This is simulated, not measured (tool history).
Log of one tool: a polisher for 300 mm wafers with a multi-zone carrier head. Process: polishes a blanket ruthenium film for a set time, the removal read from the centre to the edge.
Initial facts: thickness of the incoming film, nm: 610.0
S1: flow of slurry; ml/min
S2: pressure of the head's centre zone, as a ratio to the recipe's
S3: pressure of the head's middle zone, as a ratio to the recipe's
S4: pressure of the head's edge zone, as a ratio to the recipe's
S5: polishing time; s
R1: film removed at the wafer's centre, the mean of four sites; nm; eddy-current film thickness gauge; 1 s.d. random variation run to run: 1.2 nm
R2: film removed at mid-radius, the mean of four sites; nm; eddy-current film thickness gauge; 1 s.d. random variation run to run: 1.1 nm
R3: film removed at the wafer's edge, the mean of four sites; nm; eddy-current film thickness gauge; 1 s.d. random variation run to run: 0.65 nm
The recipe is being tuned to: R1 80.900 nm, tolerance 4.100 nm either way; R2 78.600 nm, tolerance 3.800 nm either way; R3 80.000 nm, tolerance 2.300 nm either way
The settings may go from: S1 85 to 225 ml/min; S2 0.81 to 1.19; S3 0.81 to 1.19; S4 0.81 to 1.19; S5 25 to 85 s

run 1 hour=0.0 | S1=145 S2=1.00 S3=1.00 S4=1.00 S5=55 | R1=65.559 R2=65.690 R3=67.389
run 2 hour=7.5 | S1=145 S2=1.00 S3=1.00 S4=1.07 S5=55 | R1=64.604 R2=62.711 R3=69.958
run 3 hour=16.0 | S1=155 S2=1.01 S3=1.02 S4=1.07 S5=56 | R1=68.410 R2=67.071 R3=70.832
run 4 hour=24.3 | S1=160 S2=1.01 S3=1.03 S4=1.08 S5=57 | R1=70.676 R2=70.275 R3=72.676
run 5 hour=28.1 | S1=160 S2=1.01 S3=1.03 S4=1.08 S5=70 | R1=85.277 R2=86.172 R3=89.426
run 6 hour=34.8 | S1=155 S2=1.02 S3=1.03 S4=1.06 S5=69 | R1=83.720 R2=83.520 R3=87.137
-- hour=40.8 edge zone pressure recalibrated
run 7 hour=40.8 | S1=150 S2=1.03 S3=1.03 S4=1.05 S5=69 | R1=83.012 R2=84.586 R3=82.960
run 8 hour=47.8 | S1=145 S2=1.03 S3=1.02 S4=1.05 S5=69 | R1=83.084 R2=81.262 R3=81.638

4 candidate next runs follow, results not yet known. Just one meets every target within its allowed miss. Identify it.
run A hour=54.8 | S1=140 S2=1.04 S3=1.02 S4=1.11 S5=69 | R1=? R2=? R3=?
run B hour=54.8 | S1=155 S2=1.00 S3=0.99 S4=1.04 S5=67 | R1=? R2=? R3=?
run C hour=54.8 | S1=195 S2=0.97 S3=0.98 S4=1.02 S5=69 | R1=? R2=? R3=?
run D hour=54.8 | S1=140 S2=1.01 S3=1.14 S4=0.96 S5=71 | R1=? R2=? R3=?

move=A R1=83.059 R2=84.356 R3=82.985
move=B R1=80.083 R2=81.652 R3=79.260
move=C R1=84.250 R2=86.860 R3=83.320
move=D R1=83.557 R2=95.483 R3=79.391
A: moves away from the targets compared with the last run
B: all results in spec
C: moves away from the targets compared with the last run
D: corrects the largest miss of the last run, while another result sits out of spec
So the answer is move B, the one that meets all the targets.

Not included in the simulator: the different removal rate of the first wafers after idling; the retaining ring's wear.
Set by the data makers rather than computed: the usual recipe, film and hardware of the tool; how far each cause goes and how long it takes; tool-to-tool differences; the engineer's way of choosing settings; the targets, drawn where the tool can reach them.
